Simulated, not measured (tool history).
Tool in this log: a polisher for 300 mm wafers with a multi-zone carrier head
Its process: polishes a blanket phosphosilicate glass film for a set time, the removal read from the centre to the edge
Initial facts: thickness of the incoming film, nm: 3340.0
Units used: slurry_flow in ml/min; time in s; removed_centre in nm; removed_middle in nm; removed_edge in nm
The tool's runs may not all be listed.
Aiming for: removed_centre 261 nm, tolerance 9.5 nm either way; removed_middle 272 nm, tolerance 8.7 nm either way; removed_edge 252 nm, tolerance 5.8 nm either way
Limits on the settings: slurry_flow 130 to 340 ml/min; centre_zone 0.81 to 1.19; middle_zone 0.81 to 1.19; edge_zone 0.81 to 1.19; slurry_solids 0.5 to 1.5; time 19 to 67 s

{"run": 1, "hour": 0.0, "slurry_flow": 220, "centre_zone": 1, "middle_zone": 1, "edge_zone": 1, "slurry_solids": 1, "time": 43, "removed_centre": 402.72, "removed_middle": 389.3, "removed_edge": 386.83}
{"run": 2, "hour": 8.5, "slurry_flow": 220, "centre_zone": 1, "middle_zone": 1, "edge_zone": 1, "slurry_solids": 1, "time": 38, "removed_centre": 353.83, "removed_middle": 343.77, "removed_edge": 345.33}
{"run": 3, "hour": 9.5, "slurry_flow": 265, "centre_zone": 1, "middle_zone": 1, "edge_zone": 1, "slurry_solids": 1, "time": 38, "removed_centre": 358.63, "removed_middle": 348.14, "removed_edge": 351.93}
{"run": 4, "hour": 16.3, "slurry_flow": 265, "centre_zone": 1, "middle_zone": 0.95, "edge_zone": 1, "slurry_solids": 1, "time": 38, "removed_centre": 358.36, "removed_middle": 343.71, "removed_edge": 352.99}
{"run": 5, "hour": 21.8, "slurry_flow": 255, "centre_zone": 0.99, "middle_zone": 0.95, "edge_zone": 0.97, "slurry_solids": 0.9, "time": 38, "removed_centre": 343.75, "removed_middle": 321.54, "removed_edge": 330.03}
{"run": 6, "hour": 26.9, "slurry_flow": 255, "centre_zone": 0.99, "middle_zone": 0.88, "edge_zone": 0.97, "slurry_solids": 0.9, "time": 38, "removed_centre": 343.62, "removed_middle": 302.54, "removed_edge": 326.24}
{"run": 7, "hour": 33.4, "slurry_flow": 245, "centre_zone": 0.97, "middle_zone": 0.9, "edge_zone": 0.94, "slurry_solids": 0.85, "time": 38, "removed_centre": 325.34, "removed_middle": 304.62, "removed_edge": 313.76}
{"run": 8, "hour": 38.9, "slurry_flow": 235, "centre_zone": 0.96, "middle_zone": 0.9, "edge_zone": 0.92, "slurry_solids": 0.8, "time": 38, "removed_centre": 306.38, "removed_middle": 287.37, "removed_edge": 304.61}
{"run": 9, "hour": 41.7, "slurry_flow": 235, "centre_zone": 0.97, "middle_zone": 0.93, "edge_zone": 0.9, "slurry_solids": 0.75, "time": 38, "removed_centre": 307.45, "removed_middle": 287.79, "removed_edge": 295.65}
{"run": 10, "hour": 48.8, "slurry_flow": 230, "centre_zone": 0.97, "middle_zone": 0.96, "edge_zone": 0.88, "slurry_solids": 0.7, "time": 38, "removed_centre": 292.69, "removed_middle": 288.77, "removed_edge": 279.14}
{"run": 11, "hour": 53.8, "slurry_flow": 225, "centre_zone": 0.96, "middle_zone": 0.96, "edge_zone": 0.87, "slurry_solids": 0.7, "time": 38, "removed_centre": 288.17, "removed_middle": 285.72, "removed_edge": 280.6}
{"run": 12, "hour": 59.9, "slurry_flow": 220, "centre_zone": 0.96, "middle_zone": 0.97, "edge_zone": 0.86, "slurry_solids": 0.7, "time": 38, "removed_centre": 289.42, "removed_middle": 287.72, "removed_edge": 276.72}
{"run": 13, "hour": 63.8, "slurry_flow": 215, "centre_zone": 0.96, "middle_zone": 0.97, "edge_zone": 0.85, "slurry_solids": 0.7, "time": 38, "removed_centre": 289.65, "removed_middle": 284.73, "removed_edge": 276.94}
{"run": 14, "hour": 65.4, "slurry_flow": 215, "centre_zone": 0.96, "middle_zone": 0.97, "edge_zone": 0.85, "slurry_solids": 0.7, "time": 38, "removed_centre": 286.29, "removed_middle": 285.61, "removed_edge": 276.75}
{"run": 15, "hour": 67.7, "slurry_flow": 210, "centre_zone": 0.96, "middle_zone": 0.98, "edge_zone": 0.84, "slurry_solids": 0.7, "time": 38, "removed_centre": 286.18, "removed_middle": 287.07, "removed_edge": 273.38}
{"run": 16, "hour": 68.4, "slurry_flow": 205, "centre_zone": 0.96, "middle_zone": 0.98, "edge_zone": 0.83, "slurry_solids": 0.7, "time": 38, "removed_centre": 287.4, "removed_middle": 286.97, "removed_edge": 270.1}
{"run": 17, "hour": 75.5, "slurry_flow": 200, "centre_zone": 0.96, "middle_zone": 0.98, "edge_zone": 0.83, "slurry_solids": 0.7, "time": 38, "removed_centre": 284.84, "removed_middle": 281.51, "removed_edge": 269.73}
{"run": 18, "hour": 79.2, "slurry_flow": 195, "centre_zone": 0.96, "middle_zone": 0.99, "edge_zone": 0.83, "slurry_solids": 0.7, "time": 38, "removed_centre": 287.59, "removed_middle": 285.31, "removed_edge": 267.61}
{"run": 19, "hour": 80.8, "slurry_flow": 190, "centre_zone": 0.95, "middle_zone": 0.99, "edge_zone": 0.83, "slurry_solids": 0.7, "time": 38, "removed_centre": 281.95, "removed_middle": 284.54, "removed_edge": 268.02}
{"run": 20, "hour": 88.4, "slurry_flow": 185, "centre_zone": 0.95, "middle_zone": 0.99, "edge_zone": 0.83, "slurry_solids": 0.7, "time": 38, "removed_centre": 281.36, "removed_middle": 287.24, "removed_edge": 263.83}
{"run": 21, "hour": 95.6, "slurry_flow": 180, "centre_zone": 0.94, "middle_zone": 0.98, "edge_zone": 0.83, "slurry_solids": 0.7, "time": 38, "removed_centre": 275.68, "removed_middle": 279.39, "removed_edge": 269.55}
{"run": 22, "hour": 101.3, "slurry_flow": 165, "centre_zone": 0.94, "middle_zone": 1.02, "edge_zone": 0.81, "slurry_solids": 0.6, "time": 38, "removed_centre": 247.94, "removed_middle": 262.18, "removed_edge": 240.58}
{"run": 23, "hour": 103.5, "slurry_flow": 170, "centre_zone": 0.94, "middle_zone": 1.02, "edge_zone": 0.81, "slurry_solids": 0.6, "time": 38, "removed_centre": 252.04, "removed_middle": 266.4, "removed_edge": 243.33}
{"run": 24, "hour": 110.6, "slurry_flow": 175, "centre_zone": 0.94, "middle_zone": 1.02, "edge_zone": 0.81, "slurry_solids": 0.6, "time": 38, "removed_centre": 255.86, "removed_middle": 268.24, "removed_edge": 241.89}
{"run": 25, "hour": 118.3, "slurry_flow": 180, "centre_zone": 0.94, "middle_zone": 1.02, "edge_zone": 0.81, "slurry_solids": 0.6, "time": 38, "removed_centre": 260.51, "removed_middle": 266.59, "removed_edge": 242.75}
{"run": 26, "hour": 123.6, "slurry_flow": 180, "centre_zone": 0.93, "middle_zone": 1.02, "edge_zone": 0.81, "slurry_solids": 0.6, "time": 38, "removed_centre": 254.07, "removed_middle": 273.98, "removed_edge": 245.05}

Pick the move, out of 4, that brings all results within their allowed miss; only one does.
{"run": "A", "hour": 128.9, "slurry_flow": 240, "centre_zone": 0.93, "middle_zone": 1, "edge_zone": 0.82, "slurry_solids": 0.6, "time": 38, "removed_centre": "?", "removed_middle": "?", "removed_edge": "?"}
{"run": "B", "hour": 128.9, "slurry_flow": 175, "centre_zone": 0.95, "middle_zone": 0.96, "edge_zone": 0.82, "slurry_solids": 0.7, "time": 36, "removed_centre": "?", "removed_middle": "?", "removed_edge": "?"}
{"run": "C", "hour": 128.9, "slurry_flow": 205, "centre_zone": 0.88, "middle_zone": 1.07, "edge_zone": 0.84, "slurry_solids": 0.6, "time": 36, "removed_centre": "?", "removed_middle": "?", "removed_edge": "?"}
{"run": "D", "hour": 128.9, "slurry_flow": 220, "centre_zone": 1.01, "middle_zone": 1.11, "edge_zone": 0.88, "slurry_solids": 0.65, "time": 34, "removed_centre": "?", "removed_middle": "?", "removed_edge": "?"}

move=A removed_centre=261.65 removed_middle=276.34 removed_edge=254.72
move=B removed_centre=259.05 removed_middle=260.63 removed_edge=251.79
move=C removed_centre=230.25 removed_middle=271.49 removed_edge=239.41
move=D removed_centre=259.87 removed_middle=277.97 removed_edge=241.17
A: hits every target within its allowed miss
B: the worst result of the last run now meets its target, but another is out of spec
C: lands further from the targets than the last run did
D: lands further from the targets than the last run did
The right move is A.
